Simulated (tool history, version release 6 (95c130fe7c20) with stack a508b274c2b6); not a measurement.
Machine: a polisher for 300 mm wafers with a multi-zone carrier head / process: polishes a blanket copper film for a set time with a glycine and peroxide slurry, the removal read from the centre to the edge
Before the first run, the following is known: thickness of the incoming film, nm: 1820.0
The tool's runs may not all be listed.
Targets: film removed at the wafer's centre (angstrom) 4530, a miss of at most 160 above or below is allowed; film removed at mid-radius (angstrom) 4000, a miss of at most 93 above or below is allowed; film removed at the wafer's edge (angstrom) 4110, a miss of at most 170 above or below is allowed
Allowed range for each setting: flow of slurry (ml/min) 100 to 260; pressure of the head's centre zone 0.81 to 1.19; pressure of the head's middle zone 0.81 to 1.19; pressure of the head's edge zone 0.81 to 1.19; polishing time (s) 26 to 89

run,hour,flow of slurry (ml/min),pressure of the head's centre zone,pressure of the head's middle zone,pressure of the head's edge zone,polishing time (s),film removed at the wafer's centre (angstrom),film removed at mid-radius (angstrom),film removed at the wafer's edge (angstrom)
1,0,165,1,1,1,57,2841,2821.7,2870.4
2,6.8,165,1,1,1.06,57,2848.8,2800.3,2950.3
3,8,165,1,1,1.06,67,3300.6,3322.8,3435.4
4,10.7,165,1,1,1.06,57,2819.9,2757.5,2958.9
5,17.2,165,1,1,1.06,69,3432.8,3402,3593.9
6,25.1,185,1.04,1.02,1.08,70,3655.6,3571.5,3688.9
7,33.2,195,1.08,1.03,1.1,71,3961.8,3648.5,3776.3
8,41.5,205,1.1,1.04,1.12,72,4080.8,3816.3,3853.2
9,43.7,215,1.12,1.04,1.14,73,4222.8,3801,4041.4
10,50.1,220,1.13,1.05,1.14,73,4270.1,3934,4069.4
11,58.3,225,1.14,1.05,1.14,73,4336.3,3928,4052.3

Exercise: of the 4 proposed moves below, exactly one satisfies all targets within the stated allowed misses. Which move is it?
A,66.5,210,1.09,1.04,1.19,74,?,?,?
B,66.5,220,1.16,1.05,1.14,74,?,?,?
C,66.5,220,1.12,1.11,1.11,72,?,?,?
D,66.5,220,1.04,1.06,1.16,74,?,?,?

move,film removed at the wafer's centre (angstrom),film removed at mid-radius (angstrom),film removed at the wafer's edge (angstrom)
A,4230.6,3939.6,4143.3
B,4536.2,3995.6,4070.2
C,4262.2,4077.6,3903.5
D,4064.1,4030.4,4106.4
A: lands further from the targets than the last run did
B: all results land within tolerance of their targets
C: lands further from the targets than the last run did
D: lands further from the targets than the last run did
Go with B: it meets all targets.
